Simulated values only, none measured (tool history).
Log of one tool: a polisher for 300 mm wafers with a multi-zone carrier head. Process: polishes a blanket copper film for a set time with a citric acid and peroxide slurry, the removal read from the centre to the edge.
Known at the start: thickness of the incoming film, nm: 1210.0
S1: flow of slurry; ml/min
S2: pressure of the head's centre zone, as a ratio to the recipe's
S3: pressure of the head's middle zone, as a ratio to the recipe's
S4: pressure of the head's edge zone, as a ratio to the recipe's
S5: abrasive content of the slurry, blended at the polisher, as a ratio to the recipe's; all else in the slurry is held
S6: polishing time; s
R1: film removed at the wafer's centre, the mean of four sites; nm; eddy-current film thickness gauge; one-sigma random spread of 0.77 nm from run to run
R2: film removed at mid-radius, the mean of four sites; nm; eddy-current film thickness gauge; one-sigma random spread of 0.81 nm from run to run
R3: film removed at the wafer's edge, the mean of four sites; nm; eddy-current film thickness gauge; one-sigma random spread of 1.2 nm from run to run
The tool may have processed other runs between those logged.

run	hour	S1	S2	S3	S4	S5	S6	R1	R2	R3
1	0	235	1	1	1	1	41	82.411	83.262	84.348
2	5.4	235	1	1	1	1	32	65.164	66.15	65.873
3	8.6	225	0.97	0.98	1.05	1.15	35	69.057	71.582	75.734
4	9.5	225	0.96	0.98	1.09	1.25	37	74.324	76.008	82.181
5	10.5	225	0.96	0.98	1.09	1.05	37	72.38	73.702	78.832
6	18.9	225	0.94	0.97	1.12	1.2	39	75.786	80.367	87.03
7	24.4	235	0.93	0.95	1.14	1.3	40	78.067	80.964	90.932
8	31	235	0.93	0.95	1.14	1.3	40	78.709	80.396	91.128
9	33.9	235	0.92	0.95	1.16	1.35	41	79.78	84.739	94.524

Run 10 is up next; what results do you expect?
10	35.5	235	0.91	0.94	1.17	1.4	42	?	?	?

{"run 10": {"R1": 81.746, "R2": 85.029, "R3": 96.121}}
